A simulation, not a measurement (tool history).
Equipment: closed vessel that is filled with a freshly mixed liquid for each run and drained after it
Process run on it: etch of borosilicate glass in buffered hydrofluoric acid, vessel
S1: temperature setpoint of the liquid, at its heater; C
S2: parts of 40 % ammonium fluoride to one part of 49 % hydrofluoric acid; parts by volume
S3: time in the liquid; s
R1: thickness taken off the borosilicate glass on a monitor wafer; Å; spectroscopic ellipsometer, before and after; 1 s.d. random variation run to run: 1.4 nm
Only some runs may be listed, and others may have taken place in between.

Run 1, hour 0: S1 24 C, S2 12 parts by volume, S3 95 s. Result: R1 957.4 Å.
Run 2, hour 7.9: S1 25.5 C, S2 12 parts by volume, S3 95 s. Result: R1 1036.3 Å.
Run 3, hour 13.1: S1 25.5 C, S2 12 parts by volume, S3 100 s. Result: R1 1056.1 Å.
Run 4, hour 14.8: S1 25.5 C, S2 14 parts by volume, S3 100 s. Result: R1 948.5 Å.
Run 5, hour 19.1: S1 22 C, S2 14 parts by volume, S3 100 s. Result: R1 765.32 Å.
Run 6, hour 26.8: S1 22 C, S2 14 parts by volume, S3 100 s. Result: R1 760.31 Å.
Run 7, hour 33.4: S1 24.5 C, S2 14 parts by volume, S3 100 s. Result: R1 881.65 Å.
Run 8, hour 37.9: S1 26.5 C, S2 14 parts by volume, S3 100 s. Result: R1 980.6 Å.
Run 9, hour 40.7: S1 28 C, S2 13.5 parts by volume, S3 100 s. Result: R1 1100.2 Å.

Run 10, settings as shown, results not yet in. Your forecast:
Run 10, hour 47.8: S1 29 C, S2 13.5 parts by volume, S3 100 s. Result: R1 ?.

{"run 10": {"R1": 1152.8}}

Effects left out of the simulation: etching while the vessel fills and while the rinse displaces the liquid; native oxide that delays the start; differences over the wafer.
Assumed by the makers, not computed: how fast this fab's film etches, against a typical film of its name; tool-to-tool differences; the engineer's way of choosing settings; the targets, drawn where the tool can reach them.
